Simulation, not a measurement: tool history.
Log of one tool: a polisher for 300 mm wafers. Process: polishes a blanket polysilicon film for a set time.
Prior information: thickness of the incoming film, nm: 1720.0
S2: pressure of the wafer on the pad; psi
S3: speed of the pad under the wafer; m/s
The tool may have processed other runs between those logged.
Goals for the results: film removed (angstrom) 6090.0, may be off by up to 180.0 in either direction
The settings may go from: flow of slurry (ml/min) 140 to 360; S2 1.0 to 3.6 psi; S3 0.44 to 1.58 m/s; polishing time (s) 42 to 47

{"run": 1, "day": 0.0, "flow of slurry (ml/min)": 230, "S2": 2.3, "S3": 1.0, "polishing time (s)": 47, "film removed (angstrom)": 3894.4}
{"run": 2, "day": 0.029, "flow of slurry (ml/min)": 230, "S2": 2.3, "S3": 1.0, "polishing time (s)": 42, "film removed (angstrom)": 3454.1}
{"run": 3, "day": 0.362, "flow of slurry (ml/min)": 230, "S2": 2.0, "S3": 1.0, "polishing time (s)": 42, "film removed (angstrom)": 3008.0}
{"run": 4, "day": 0.538, "flow of slurry (ml/min)": 230, "S2": 2.0, "S3": 0.8, "polishing time (s)": 42, "film removed (angstrom)": 2480.8}
{"run": 5, "day": 0.571, "flow of slurry (ml/min)": 230, "S2": 1.7, "S3": 0.8, "polishing time (s)": 42, "film removed (angstrom)": 2120.7}
{"run": 6, "day": 0.767, "flow of slurry (ml/min)": 230, "S2": 1.7, "S3": 0.68, "polishing time (s)": 42, "film removed (angstrom)": 1835.0}
{"run": 7, "day": 0.992, "flow of slurry (ml/min)": 235, "S2": 2.2, "S3": 0.74, "polishing time (s)": 42, "film removed (angstrom)": 2547.1}
{"run": 8, "day": 1.258, "flow of slurry (ml/min)": 235, "S2": 2.6, "S3": 0.78, "polishing time (s)": 42, "film removed (angstrom)": 3097.0}
{"run": 9, "day": 1.588, "flow of slurry (ml/min)": 240, "S2": 2.9, "S3": 0.84, "polishing time (s)": 42, "film removed (angstrom)": 3689.7}
{"run": 10, "day": 1.708, "flow of slurry (ml/min)": 240, "S2": 3.1, "S3": 0.9, "polishing time (s)": 42, "film removed (angstrom)": 4203.5}
{"run": 11, "day": 2.067, "flow of slurry (ml/min)": 240, "S2": 3.2, "S3": 0.94, "polishing time (s)": 42, "film removed (angstrom)": 4520.4}
{"run": 12, "day": 2.429, "flow of slurry (ml/min)": 240, "S2": 3.3, "S3": 0.98, "polishing time (s)": 42, "film removed (angstrom)": 4910.5}
{"run": 13, "day": 2.471, "flow of slurry (ml/min)": 255, "S2": 3.6, "S3": 1.08, "polishing time (s)": 42, "film removed (angstrom)": 5716.2}
{"day": 2.708, "done": "head pressure recalibrated"}
{"run": 14, "day": 2.708, "flow of slurry (ml/min)": 250, "S2": 3.6, "S3": 1.1, "polishing time (s)": 42, "film removed (angstrom)": 5300.7}
{"run": 15, "day": 2.983, "flow of slurry (ml/min)": 250, "S2": 3.6, "S3": 1.1, "polishing time (s)": 42, "film removed (angstrom)": 5280.0}
{"run": 16, "day": 3.267, "flow of slurry (ml/min)": 250, "S2": 3.6, "S3": 1.18, "polishing time (s)": 42, "film removed (angstrom)": 5657.0}
{"run": 17, "day": 3.475, "flow of slurry (ml/min)": 250, "S2": 3.6, "S3": 1.22, "polishing time (s)": 42, "film removed (angstrom)": 5871.7}
{"run": 18, "day": 3.558, "flow of slurry (ml/min)": 250, "S2": 3.6, "S3": 1.24, "polishing time (s)": 42, "film removed (angstrom)": 5886.1}

Next run, 5 choices. One meets every target within its allowed miss, the rest don't. Which?
{"run": "A", "day": 3.642, "flow of slurry (ml/min)": 270, "S2": 3.2, "S3": 1.3, "polishing time (s)": 43, "film removed (angstrom)": "?"}
{"run": "B", "day": 3.642, "flow of slurry (ml/min)": 270, "S2": 2.9, "S3": 1.56, "polishing time (s)": 43, "film removed (angstrom)": "?"}
{"run": "C", "day": 3.642, "flow of slurry (ml/min)": 245, "S2": 3.5, "S3": 1.22, "polishing time (s)": 42, "film removed (angstrom)": "?"}
{"run": "D", "day": 3.642, "flow of slurry (ml/min)": 235, "S2": 3.0, "S3": 1.34, "polishing time (s)": 46, "film removed (angstrom)": "?"}
{"run": "E", "day": 3.642, "flow of slurry (ml/min)": 245, "S2": 3.5, "S3": 1.14, "polishing time (s)": 44, "film removed (angstrom)": "?"}

move=A film_removed_(angstrom)=5675.3
move=B film_removed_(angstrom)=6111.3
move=C film_removed_(angstrom)=5650.2
move=D film_removed_(angstrom)=5779.0
move=E film_removed_(angstrom)=5560.8
A: the biggest miss grows against the last run
B: all results land within tolerance of their targets
C: the biggest miss grows against the last run
D: the biggest miss grows against the last run
E: the biggest miss grows against the last run
Correct choice: B, which meets every target
